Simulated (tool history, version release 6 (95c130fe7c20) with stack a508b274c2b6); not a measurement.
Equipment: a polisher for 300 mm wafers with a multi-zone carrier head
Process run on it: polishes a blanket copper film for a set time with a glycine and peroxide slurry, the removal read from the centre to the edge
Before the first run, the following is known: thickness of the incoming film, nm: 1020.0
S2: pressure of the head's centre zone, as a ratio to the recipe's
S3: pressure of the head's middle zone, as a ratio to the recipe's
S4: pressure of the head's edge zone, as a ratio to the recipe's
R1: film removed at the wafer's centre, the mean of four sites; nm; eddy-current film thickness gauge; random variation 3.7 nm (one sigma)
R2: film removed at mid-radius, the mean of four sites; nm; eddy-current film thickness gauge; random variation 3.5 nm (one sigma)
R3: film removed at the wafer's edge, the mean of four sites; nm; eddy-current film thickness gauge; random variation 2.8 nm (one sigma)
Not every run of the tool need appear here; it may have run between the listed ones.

{"run": 1, "day": 0.0, "flow of slurry (ml/min)": 305, "S2": 1.0, "S3": 1.0, "S4": 1.0, "polishing time (s)": 43, "R1": 313.19, "R2": 314.09, "R3": 315.99}
{"run": 2, "day": 0.154, "flow of slurry (ml/min)": 305, "S2": 1.0, "S3": 1.0, "S4": 1.0, "polishing time (s)": 53, "R1": 390.93, "R2": 379.69, "R3": 383.45}
{"run": 3, "day": 0.283, "flow of slurry (ml/min)": 305, "S2": 1.0, "S3": 1.0, "S4": 1.08, "polishing time (s)": 53, "R1": 380.33, "R2": 396.66, "R3": 395.58}
{"run": 4, "day": 0.471, "flow of slurry (ml/min)": 330, "S2": 1.0, "S3": 1.0, "S4": 1.08, "polishing time (s)": 53, "R1": 386.28, "R2": 385.16, "R3": 408.81}
{"run": 5, "day": 0.504, "flow of slurry (ml/min)": 330, "S2": 1.0, "S3": 1.0, "S4": 1.08, "polishing time (s)": 63, "R1": 460.22, "R2": 463.41, "R3": 474.41}
{"run": 6, "day": 0.738, "flow of slurry (ml/min)": 315, "S2": 0.99, "S3": 1.0, "S4": 1.04, "polishing time (s)": 58, "R1": 415.13, "R2": 426.81, "R3": 428.73}
{"run": 7, "day": 1.1, "flow of slurry (ml/min)": 305, "S2": 0.99, "S3": 0.99, "S4": 1.01, "polishing time (s)": 54, "R1": 381.44, "R2": 393.58, "R3": 398.25}
{"run": 8, "day": 1.158, "flow of slurry (ml/min)": 300, "S2": 0.99, "S3": 1.0, "S4": 1.0, "polishing time (s)": 50, "R1": 356.82, "R2": 374.49, "R3": 366.69}
{"run": 9, "day": 1.358, "flow of slurry (ml/min)": 295, "S2": 1.0, "S3": 0.99, "S4": 0.99, "polishing time (s)": 47, "R1": 343.1, "R2": 347.15, "R3": 346.7}
{"run": 10, "day": 1.542, "flow of slurry (ml/min)": 300, "S2": 1.0, "S3": 1.0, "S4": 0.98, "polishing time (s)": 45, "R1": 326.24, "R2": 331.87, "R3": 327.09}
{"run": 11, "day": 1.717, "flow of slurry (ml/min)": 300, "S2": 1.0, "S3": 1.0, "S4": 0.97, "polishing time (s)": 43, "R1": 307.34, "R2": 315.99, "R3": 313.86}
{"run": 12, "day": 1.958, "flow of slurry (ml/min)": 295, "S2": 1.01, "S3": 1.0, "S4": 0.96, "polishing time (s)": 42, "R1": 305.88, "R2": 307.48, "R3": 303.71}

Forecast run 13:
{"run": 13, "day": 2.125, "flow of slurry (ml/min)": 295, "S2": 1.01, "S3": 1.0, "S4": 0.95, "polishing time (s)": 41, "R1": "?", "R2": "?", "R3": "?"}

{"run 13": {"R1": 299.4, "R2": 302.67, "R3": 294.14}}
